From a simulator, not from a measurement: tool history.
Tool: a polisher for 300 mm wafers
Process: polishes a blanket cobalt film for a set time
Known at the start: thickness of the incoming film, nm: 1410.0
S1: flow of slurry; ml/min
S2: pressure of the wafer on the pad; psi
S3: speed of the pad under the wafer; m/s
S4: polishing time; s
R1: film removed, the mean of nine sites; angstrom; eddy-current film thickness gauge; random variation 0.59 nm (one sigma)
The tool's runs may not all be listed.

run,day,S1,S2,S3,S4,R1
1,0,305,1.7,0.96,26,1104.8
2,0.292,355,1.7,0.96,26,1127.2
3,0.458,415,1.7,0.96,26,1141.3
4,0.788,415,2,0.96,26,1345.4
5,0.958,415,1.9,0.96,26,1252.5
6,1.121,445,1.9,0.96,26,1250.7
7,1.312,445,1.8,0.96,26,1213.5
8,1.508,445,1.7,0.96,26,1140.7

Forecast run 9:
9,1.871,445,1.6,0.96,26,?

R1: 1076.6 angstrom
